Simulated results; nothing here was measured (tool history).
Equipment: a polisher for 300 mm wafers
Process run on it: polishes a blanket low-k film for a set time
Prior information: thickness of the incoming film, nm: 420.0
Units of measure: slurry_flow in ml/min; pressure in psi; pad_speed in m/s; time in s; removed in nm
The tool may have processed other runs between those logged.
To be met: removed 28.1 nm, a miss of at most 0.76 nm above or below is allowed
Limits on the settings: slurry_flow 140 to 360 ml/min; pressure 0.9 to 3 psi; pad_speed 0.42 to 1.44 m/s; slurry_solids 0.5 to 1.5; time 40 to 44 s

run 1 hour=0 | slurry_flow=230 pressure=1.9 pad_speed=0.92 slurry_solids=1 time=44 | removed=15.552
run 2 hour=5.3 | slurry_flow=230 pressure=2.3 pad_speed=0.92 slurry_solids=1 time=44 | removed=18.814
run 3 hour=12.1 | slurry_flow=265 pressure=2.3 pad_speed=0.92 slurry_solids=1 time=44 | removed=19.045
run 4 hour=13.4 | slurry_flow=265 pressure=2.4 pad_speed=0.92 slurry_solids=1 time=44 | removed=19.838
run 5 hour=18.5 | slurry_flow=265 pressure=2.5 pad_speed=0.94 slurry_solids=1 time=44 | removed=20.806
run 6 hour=21.8 | slurry_flow=265 pressure=2.6 pad_speed=0.96 slurry_solids=1 time=44 | removed=22.238
run 7 hour=28.5 | slurry_flow=280 pressure=3 pad_speed=0.98 slurry_solids=1 time=44 | removed=26.237
run 8 hour=30.6 | slurry_flow=280 pressure=3 pad_speed=1 slurry_solids=1 time=44 | removed=26.629
run 9 hour=36.4 | slurry_flow=280 pressure=3 pad_speed=1.02 slurry_solids=1 time=44 | removed=27.424

5 candidate next runs follow, results not yet known. Just one meets every target within its allowed miss. Identify it.
run A hour=42.2 | slurry_flow=360 pressure=2.9 pad_speed=1.02 slurry_solids=1.05 time=43 | removed=?
run B hour=42.2 | slurry_flow=315 pressure=2.9 pad_speed=1.12 slurry_solids=1 time=41 | removed=?
run C hour=42.2 | slurry_flow=265 pressure=3 pad_speed=1.04 slurry_solids=1 time=42 | removed=?
run D hour=42.2 | slurry_flow=295 pressure=2.9 pad_speed=1 slurry_solids=1.05 time=43 | removed=?
run E hour=42.2 | slurry_flow=285 pressure=3 pad_speed=1.12 slurry_solids=0.95 time=44 | removed=?

move=A removed=26.97
move=B removed=26.653
move=C removed=26.153
move=D removed=26.095
move=E removed=28.402
A: misses by more than the last run did
B: misses by more than the last run did
C: misses by more than the last run did
D: misses by more than the last run did
E: each result inside its tolerance
Correct choice: E, which meets every target
